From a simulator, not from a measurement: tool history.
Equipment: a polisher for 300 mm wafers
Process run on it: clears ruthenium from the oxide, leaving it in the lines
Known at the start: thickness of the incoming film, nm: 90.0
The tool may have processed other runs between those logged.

| run | day | flow of slurry (ml/min) | pressure of the wafer on the pad (psi) | speed of the pad under the wafer (cm/s) | overpolish time after the end point (s) | time until the end point was called (s) |
|---|---|---|---|---|---|---|
| 1 | 0 | 215 | 1.6 | 94 | 15 | 95.978 |
| 2 | 0.129 | 215 | 1.5 | 94 | 15 | 99.913 |
| 3 | 0.462 | 190 | 1.5 | 94 | 15 | 105.32 |
| 4 | 0.746 | 185 | 1.4 | 94 | 15 | 111.08 |
| 5 | 1.1 | 185 | 1.4 | 94 | 15 | 111.85 |
| 6 | 1.396 | 185 | 1.4 | 94 | 15 | 112.06 |
| 7 | 1.704 | 175 | 1.2 | 92 | 15 | 134.42 |

Run 8 has not been measured yet. What should we expect?
| 8 | 1.758 | 175 | 1.2 | 92 | 15 | ? |

Run 8 produced time until the end point was called (s) 136.24.
